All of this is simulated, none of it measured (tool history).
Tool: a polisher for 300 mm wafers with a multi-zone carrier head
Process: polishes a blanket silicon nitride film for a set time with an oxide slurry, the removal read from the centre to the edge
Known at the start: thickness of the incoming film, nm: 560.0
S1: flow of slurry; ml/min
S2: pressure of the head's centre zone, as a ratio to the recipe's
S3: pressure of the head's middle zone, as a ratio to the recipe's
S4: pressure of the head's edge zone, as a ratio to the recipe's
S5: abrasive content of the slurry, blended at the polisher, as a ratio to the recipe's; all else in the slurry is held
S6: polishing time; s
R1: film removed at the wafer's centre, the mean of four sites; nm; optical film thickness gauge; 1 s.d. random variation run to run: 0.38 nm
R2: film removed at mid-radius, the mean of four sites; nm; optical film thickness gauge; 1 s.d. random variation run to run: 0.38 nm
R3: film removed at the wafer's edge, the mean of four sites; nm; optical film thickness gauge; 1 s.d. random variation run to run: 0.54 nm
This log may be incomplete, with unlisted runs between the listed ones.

run 1 day=0 | S1=155 S2=1 S3=1 S4=1 S5=1 S6=86 | R1=55.282 R2=53.505 R3=57.392
run 2 day=0.129 | S1=155 S2=1 S3=1 S4=1 S5=1 S6=101 | R1=65.866 R2=62.361 R3=67.295
run 3 day=0.258 | S1=155 S2=1 S3=0.93 S4=1 S5=1 S6=101 | R1=65.149 R2=59.951 R3=67.794
run 4 day=0.508 | S1=135 S2=1 S3=0.93 S4=1 S5=1 S6=101 | R1=62.533 R2=57.599 R3=64.913
run 5 day=0.6 | S1=125 S2=0.96 S3=0.92 S4=0.98 S5=0.9 S6=101 | R1=54.73 R2=52.197 R3=61.353
run 6 day=0.95 | S1=125 S2=0.96 S3=0.92 S4=0.98 S5=0.9 S6=84 | R1=45.459 R2=43.155 R3=49.646
run 7 day=1.175 | S1=120 S2=0.94 S3=0.94 S4=0.98 S5=0.9 S6=84 | R1=43.029 R2=43.7 R3=49.766

Estimate the outcome of run 8 from the log above:
run 8 day=1.542 | S1=120 S2=0.93 S3=0.95 S4=0.98 S5=0.9 S6=84 | R1=? R2=? R3=?

R1: 42.927 nm
R2: 44.511 nm
R3: 49.314 nm
